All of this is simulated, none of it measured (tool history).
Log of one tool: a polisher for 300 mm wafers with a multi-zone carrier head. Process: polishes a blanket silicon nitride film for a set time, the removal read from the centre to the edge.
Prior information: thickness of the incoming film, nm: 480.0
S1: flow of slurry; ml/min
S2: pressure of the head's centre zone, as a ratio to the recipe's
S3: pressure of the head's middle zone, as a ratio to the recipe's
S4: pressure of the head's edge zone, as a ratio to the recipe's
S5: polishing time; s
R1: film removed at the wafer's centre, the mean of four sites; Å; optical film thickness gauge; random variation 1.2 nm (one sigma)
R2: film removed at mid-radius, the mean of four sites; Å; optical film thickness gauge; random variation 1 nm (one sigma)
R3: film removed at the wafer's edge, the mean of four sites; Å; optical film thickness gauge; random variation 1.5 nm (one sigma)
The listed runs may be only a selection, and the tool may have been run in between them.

run    day   S1    S2    S3    S4  S5      R1      R2      R3
  1      0  250     1     1     1  54  1261.4  1270.2  1248.4
  2  0.146  245  0.98  0.96  1.01  53  1204.6  1215.7  1211.9
  3  0.183  210  0.98  0.96  1.01  53  1192.1    1199  1208.8
  4  0.483  205  0.98  0.93  1.04  52  1133.4  1136.9  1185.3
  5  0.638  205   0.9  0.93  1.04  52  1059.8  1138.4    1206
  6  0.871  205  0.92   0.9  1.06  51  1069.1  1090.9  1197.1
  7  1.067  205  0.92  0.88  1.07  50  1031.3  1028.1  1180.5

Run 8 has not been measured yet. What should we expect?
  8  1.1  205  0.92  0.87  1.07  50   ?   ?   ?

{"run 8": {"R1": 1026.6, "R2": 1049.8, "R3": 1151.3}}

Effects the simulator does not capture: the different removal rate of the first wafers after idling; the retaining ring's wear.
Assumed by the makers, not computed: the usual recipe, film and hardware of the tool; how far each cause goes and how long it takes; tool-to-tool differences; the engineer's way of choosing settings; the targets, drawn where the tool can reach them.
